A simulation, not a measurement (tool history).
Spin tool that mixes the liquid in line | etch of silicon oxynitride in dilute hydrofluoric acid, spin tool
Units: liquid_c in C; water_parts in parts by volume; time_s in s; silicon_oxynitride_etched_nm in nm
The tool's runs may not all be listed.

{"run": 1, "day": 0.0, "liquid_c": 22.0, "water_parts": 295, "time_s": 315, "silicon_oxynitride_etched_nm": 2.7129}
{"run": 2, "day": 0.208, "liquid_c": 24.0, "water_parts": 230, "time_s": 315, "silicon_oxynitride_etched_nm": 4.0165}
{"run": 3, "day": 0.458, "liquid_c": 24.0, "water_parts": 285, "time_s": 315, "silicon_oxynitride_etched_nm": 3.042}
{"run": 4, "day": 0.696, "liquid_c": 24.0, "water_parts": 285, "time_s": 335, "silicon_oxynitride_etched_nm": 3.3909}
{"run": 5, "day": 1.071, "liquid_c": 25.5, "water_parts": 235, "time_s": 335, "silicon_oxynitride_etched_nm": 4.4984}
{"run": 6, "day": 1.396, "liquid_c": 26.5, "water_parts": 200, "time_s": 335, "silicon_oxynitride_etched_nm": 5.5328}

Run 7 comes next. What will it give?
{"run": 7, "day": 1.425, "liquid_c": 27.5, "water_parts": 175, "time_s": 335, "silicon_oxynitride_etched_nm": "?"}

silicon_oxynitride_etched_nm: 6.6833 nm

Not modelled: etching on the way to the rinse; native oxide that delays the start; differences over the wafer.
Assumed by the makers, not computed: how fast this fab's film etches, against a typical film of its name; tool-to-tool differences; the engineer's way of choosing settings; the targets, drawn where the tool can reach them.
